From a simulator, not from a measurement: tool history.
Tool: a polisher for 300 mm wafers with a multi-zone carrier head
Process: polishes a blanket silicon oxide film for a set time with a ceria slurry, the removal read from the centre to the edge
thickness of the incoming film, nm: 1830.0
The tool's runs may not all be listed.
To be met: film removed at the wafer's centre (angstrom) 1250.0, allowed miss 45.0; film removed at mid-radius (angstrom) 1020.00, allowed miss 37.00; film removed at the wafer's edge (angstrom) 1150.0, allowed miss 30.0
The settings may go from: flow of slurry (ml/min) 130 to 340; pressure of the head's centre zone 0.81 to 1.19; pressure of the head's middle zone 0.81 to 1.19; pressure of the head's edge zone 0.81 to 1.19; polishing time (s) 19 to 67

run,hour,flow of slurry (ml/min),pressure of the head's centre zone,pressure of the head's middle zone,pressure of the head's edge zone,polishing time (s),film removed at the wafer's centre (angstrom),film removed at mid-radius (angstrom),film removed at the wafer's edge (angstrom)
1,0.0,220,1.00,1.00,1.00,43,1370.9,1374.50,1426.3
2,4.2,220,1.00,1.00,0.92,43,1373.5,1379.70,1371.9
3,12.5,220,1.00,1.00,0.92,50,1591.5,1602.30,1608.6
4,18.7,220,1.00,1.00,0.88,50,1619.1,1593.20,1558.2
5,24.9,220,1.00,1.00,0.88,42,1332.9,1352.50,1319.0
6,29.6,175,1.00,1.00,0.88,42,1319.9,1314.50,1284.6
7,32.5,170,1.01,0.97,0.87,41,1291.3,1234.50,1250.2
8,36.9,170,1.01,0.97,0.87,41,1274.7,1267.40,1254.4
9,45.4,170,1.03,0.95,0.87,40,1282.3,1169.90,1227.3
10,48.1,170,1.03,0.94,0.86,40,1286.0,1167.20,1209.9
11,52.7,170,1.03,0.93,0.86,40,1300.0,1147.00,1205.0
12,53.9,170,1.03,0.92,0.86,40,1276.4,1145.00,1222.5
13,61.3,155,1.09,0.84,0.82,37,1222.5,991.81,1085.3
14,63.1,160,1.09,0.84,0.83,37,1233.1,974.54,1112.7

Which of these 5 next moves meets every target?
A,64.9,195,1.05,0.84,0.85,38,?,?,?
B,64.9,130,1.14,0.91,0.81,37,?,?,?
C,64.9,135,1.15,0.81,0.89,36,?,?,?
D,64.9,225,1.00,0.85,0.85,36,?,?,?
E,64.9,130,1.11,0.85,0.85,36,?,?,?

move,film removed at the wafer's centre (angstrom),film removed at mid-radius (angstrom),film removed at the wafer's edge (angstrom)
A,1226.5,1020.30,1162.9
B,1218.4,1015.30,1073.0
C,1199.2,901.35,1092.3
D,1133.8,990.08,1113.2
E,1158.8,933.78,1066.6
A: meets every target
B: further off than the last run
C: further off than the last run
D: further off than the last run
E: further off than the last run
The right move is A.
